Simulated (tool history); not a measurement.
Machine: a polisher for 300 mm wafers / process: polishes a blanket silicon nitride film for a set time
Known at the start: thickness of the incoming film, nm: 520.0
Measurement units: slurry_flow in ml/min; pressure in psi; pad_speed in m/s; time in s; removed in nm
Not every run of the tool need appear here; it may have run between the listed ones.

run  hour  slurry_flow  pressure  pad_speed  time  removed
  1     0          220       4.2       1.02    34   61.713
  2   5.7          220       3.9       1.02    34   56.484
  3   8.5          220       3.9       0.82    34   49.964
  4  14.5          220       3.8       0.82    34   48.116
  5  20.2          175       3.8       0.82    34   46.203
  6  22.8          170       3.8       0.82    34   46.108

What will run 7 give?
  7  30.6          170       3.8       0.82    34        ?

Run 7 produced removed 46.732 nm.
